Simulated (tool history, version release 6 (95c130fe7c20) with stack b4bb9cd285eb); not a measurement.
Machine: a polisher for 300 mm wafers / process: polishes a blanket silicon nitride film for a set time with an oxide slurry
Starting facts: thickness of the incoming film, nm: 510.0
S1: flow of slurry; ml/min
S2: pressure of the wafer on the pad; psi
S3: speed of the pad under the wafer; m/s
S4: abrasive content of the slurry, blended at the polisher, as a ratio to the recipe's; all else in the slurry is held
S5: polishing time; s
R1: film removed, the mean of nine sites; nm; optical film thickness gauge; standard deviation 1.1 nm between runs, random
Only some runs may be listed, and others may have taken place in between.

Run 1, hour 0: S1 185 ml/min, S2 4.2 psi, S3 1.38 m/s, S4 1, S5 111 s. Result: R1 110.08 nm.
Run 2, hour 2.3: S1 185 ml/min, S2 4 psi, S3 1.38 m/s, S4 1, S5 111 s. Result: R1 104.88 nm.
Run 3, hour 4.1: S1 185 ml/min, S2 3.8 psi, S3 1.38 m/s, S4 1, S5 111 s. Result: R1 101.3 nm.
Run 4, hour 5.7: S1 185 ml/min, S2 3.8 psi, S3 1.38 m/s, S4 1.1, S5 111 s. Result: R1 106.69 nm.
Run 5, hour 9.3: S1 185 ml/min, S2 3.8 psi, S3 1.38 m/s, S4 1.1, S5 116 s. Result: R1 112.17 nm.
Run 6, hour 11.5: S1 185 ml/min, S2 3.8 psi, S3 1.38 m/s, S4 1, S5 116 s. Result: R1 105.24 nm.
Run 7, hour 15.9: S1 185 ml/min, S2 3.6 psi, S3 1.38 m/s, S4 1, S5 116 s. Result: R1 101.53 nm.
Run 8, hour 18.4: S1 185 ml/min, S2 3.5 psi, S3 1.38 m/s, S4 1, S5 116 s. Result: R1 98.19 nm.

Run 9, settings as shown, results not yet in. Your forecast:
Run 9, hour 23.7: S1 185 ml/min, S2 3.4 psi, S3 1.38 m/s, S4 1, S5 116 s. Result: R1 ?.

R1: 98.691 nm
